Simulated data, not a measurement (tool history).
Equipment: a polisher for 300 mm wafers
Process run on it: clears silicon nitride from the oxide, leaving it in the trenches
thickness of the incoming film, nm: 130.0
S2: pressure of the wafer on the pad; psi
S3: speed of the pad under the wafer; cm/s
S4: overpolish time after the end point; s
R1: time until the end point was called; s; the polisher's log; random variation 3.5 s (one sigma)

Run 1, day 0.000: flow of slurry (ml/min) 300, S2 3.1 psi, S3 100 cm/s, S4 32 s. Result: R1 165.86 s.
Run 2, day 0.283: flow of slurry (ml/min) 300, S2 3.1 psi, S3 100 cm/s, S4 34 s. Result: R1 165.35 s.
Run 3, day 0.483: flow of slurry (ml/min) 225, S2 3.1 psi, S3 100 cm/s, S4 34 s. Result: R1 172.54 s.
Run 4, day 0.600: flow of slurry (ml/min) 225, S2 2.8 psi, S3 100 cm/s, S4 34 s. Result: R1 189.44 s.
Run 5, day 0.658: flow of slurry (ml/min) 225, S2 2.2 psi, S3 100 cm/s, S4 34 s. Result: R1 242.04 s.
Run 6, day 0.788: flow of slurry (ml/min) 225, S2 2.5 psi, S3 100 cm/s, S4 34 s. Result: R1 210.44 s.
Run 7, day 1.038: flow of slurry (ml/min) 225, S2 2.3 psi, S3 100 cm/s, S4 34 s. Result: R1 227.79 s.

Run 8 has not been measured yet. What should we expect?
At day 1.096: slurry nozzle cleaned.
Run 8, day 1.096: flow of slurry (ml/min) 225, S2 2.1 psi, S3 100 cm/s, S4 34 s. Result: R1 ?.

{"run 8": {"R1": 238.38}}
